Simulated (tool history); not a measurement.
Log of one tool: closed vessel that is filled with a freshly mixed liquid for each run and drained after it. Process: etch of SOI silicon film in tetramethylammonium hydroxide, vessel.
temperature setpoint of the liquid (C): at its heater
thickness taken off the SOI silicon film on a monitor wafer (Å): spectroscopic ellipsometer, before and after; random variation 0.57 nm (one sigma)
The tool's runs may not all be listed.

run  hour  temperature setpoint of the liquid (C)  concentration of hydroxide in the mixed liquid (% by weight)  time in the liquid (s)  thickness taken off the SOI silicon film on a monitor wafer (Å)
  1   0.0                                    64.0                                                          17.5                      30                                                          1301.40
  2   8.8                                    62.0                                                          17.5                      30                                                          1123.60
  3  15.9                                    60.5                                                          17.5                      30                                                          1039.20
  4  20.1                                    60.5                                                          16.0                      30                                                          1077.30
  5  22.3                                    59.0                                                          16.0                      30                                                           969.27
  6  24.2                                    58.0                                                          16.0                      30                                                           905.62
  7  31.2                                    57.0                                                          16.0                      30                                                           847.74
  8  34.8                                    56.0                                                          16.0                      30                                                           805.90

Run 9 comes next. What will it give?
     39.4  -- hydroxide flow meter replaced
  9  39.4                                    51.0                                                          17.0                      30                                                                ?

Run 9 gave thickness taken off the SOI silicon film on a monitor wafer (Å) 547.41.

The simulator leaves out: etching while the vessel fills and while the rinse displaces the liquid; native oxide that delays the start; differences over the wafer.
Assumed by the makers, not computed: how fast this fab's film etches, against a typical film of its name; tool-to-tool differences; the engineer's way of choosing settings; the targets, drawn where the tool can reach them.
